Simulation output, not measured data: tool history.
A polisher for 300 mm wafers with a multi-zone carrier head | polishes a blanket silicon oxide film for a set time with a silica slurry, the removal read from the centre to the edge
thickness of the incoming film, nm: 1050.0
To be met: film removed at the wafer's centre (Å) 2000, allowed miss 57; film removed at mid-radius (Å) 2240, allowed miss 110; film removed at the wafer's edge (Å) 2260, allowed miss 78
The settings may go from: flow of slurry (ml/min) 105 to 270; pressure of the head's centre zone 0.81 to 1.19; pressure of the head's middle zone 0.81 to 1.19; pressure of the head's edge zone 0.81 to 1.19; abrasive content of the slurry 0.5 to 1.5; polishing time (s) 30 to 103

run	hour	flow of slurry (ml/min)	pressure of the head's centre zone	pressure of the head's middle zone	pressure of the head's edge zone	abrasive content of the slurry	polishing time (s)	film removed at the wafer's centre (Å)	film removed at mid-radius (Å)	film removed at the wafer's edge (Å)
1	0	175	1	1	1	1	66	3469.9	3406.9	3371.3
2	0.9	175	1	0.95	1	1	66	3495.7	3274.1	3326
3	8	175	1	0.9	1	1	66	3462.7	3114.3	3406.1
4	12.4	165	0.95	0.91	0.97	0.85	64	2917.9	2924.4	3001.3
5	20.5	160	0.93	0.89	0.95	0.75	62	2645	2601.5	2769.6
6	23.9	160	1	0.89	0.95	0.75	62	2807.2	2592.2	2734.8
7	27.6	150	0.96	0.89	0.93	0.7	61	2543.9	2418.1	2522.3
8	32.7	140	0.92	0.89	0.92	0.65	61	2307.3	2325.2	2416.7
9	38.4	130	0.9	0.9	0.92	0.65	61	2231.4	2251	2348
10	43.2	125	0.88	0.92	0.92	0.65	61	2164.1	2296.6	2396.4
11	50.7	120	0.87	0.93	0.91	0.65	61	2115.9	2254.9	2331.8

5 next moves are on the table. One of them brings every result within its allowed miss. Which?
A	58.2	130	0.92	0.92	0.87	0.6	62	?	?	?
B	58.2	105	0.93	0.96	0.91	0.6	63	?	?	?
C	58.2	120	0.81	0.88	0.98	0.65	62	?	?	?
D	58.2	150	0.86	0.95	0.97	0.65	55	?	?	?
E	58.2	140	0.93	1.09	0.83	0.65	56	?	?	?

move	film removed at the wafer's centre (Å)	film removed at mid-radius (Å)	film removed at the wafer's edge (Å)
A	2212.2	2294.3	2299.7
B	2114.7	2268.3	2283
C	1967.5	2244.7	2483.8
D	1976	2242.5	2277.9
E	2141.1	2525	2131.6
A: further off than the last run
B: as far off as the last run
C: brings the result that was furthest off to its target, and leaves another outside
D: meets every target
E: further off than the last run
The right move is D.

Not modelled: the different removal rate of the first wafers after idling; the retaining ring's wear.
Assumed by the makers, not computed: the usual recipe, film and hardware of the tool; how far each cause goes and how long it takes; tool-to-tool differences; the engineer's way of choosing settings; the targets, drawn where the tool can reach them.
